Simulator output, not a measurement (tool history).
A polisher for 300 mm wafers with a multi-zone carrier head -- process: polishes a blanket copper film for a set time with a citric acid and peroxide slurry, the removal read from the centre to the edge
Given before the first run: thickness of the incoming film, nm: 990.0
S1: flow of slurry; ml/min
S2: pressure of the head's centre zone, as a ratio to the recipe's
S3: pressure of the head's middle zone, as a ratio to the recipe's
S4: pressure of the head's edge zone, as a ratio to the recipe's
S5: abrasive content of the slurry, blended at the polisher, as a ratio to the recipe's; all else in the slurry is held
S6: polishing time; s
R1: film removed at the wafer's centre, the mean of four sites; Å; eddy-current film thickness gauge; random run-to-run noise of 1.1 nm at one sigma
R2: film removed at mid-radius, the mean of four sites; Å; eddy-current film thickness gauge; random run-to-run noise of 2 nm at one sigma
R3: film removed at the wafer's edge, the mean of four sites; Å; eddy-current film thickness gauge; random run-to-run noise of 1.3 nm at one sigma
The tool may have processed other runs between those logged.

| run | hour | S1 | S2 | S3 | S4 | S5 | S6 | R1 | R2 | R3 |
|---|---|---|---|---|---|---|---|---|---|---|
| 1 | 0.0 | 185 | 1.00 | 1.00 | 1.00 | 1.00 | 59 | 1216.2 | 1238.8 | 1191.2 |
| 2 | 7.2 | 195 | 0.97 | 1.04 | 1.05 | 1.15 | 60 | 1291.7 | 1367.2 | 1284.3 |
| 3 | 11.1 | 185 | 0.92 | 1.07 | 1.09 | 1.20 | 62 | 1274.8 | 1443.8 | 1338.9 |
| 4 | 13.0 | 185 | 0.89 | 1.08 | 1.12 | 1.25 | 63 | 1238.5 | 1486.6 | 1421.9 |
| 5 | 19.4 | 185 | 0.89 | 1.08 | 1.12 | 1.10 | 63 | 1203.7 | 1436.3 | 1358.6 |
| 6 | 21.4 | 185 | 0.89 | 1.08 | 1.12 | 1.10 | 52 | 1000.4 | 1214.9 | 1144.2 |
| 7 | 27.7 | 195 | 0.88 | 1.10 | 1.14 | 1.20 | 55 | 1074.1 | 1319.2 | 1225.8 |

What does the tool deliver on the next run?
| 8 | 33.0 | 190 | 0.87 | 1.11 | 1.14 | 1.25 | 58 | ? | ? | ? |

R1: 1117.9 Å
R2: 1424.4 Å
R3: 1330.2 Å
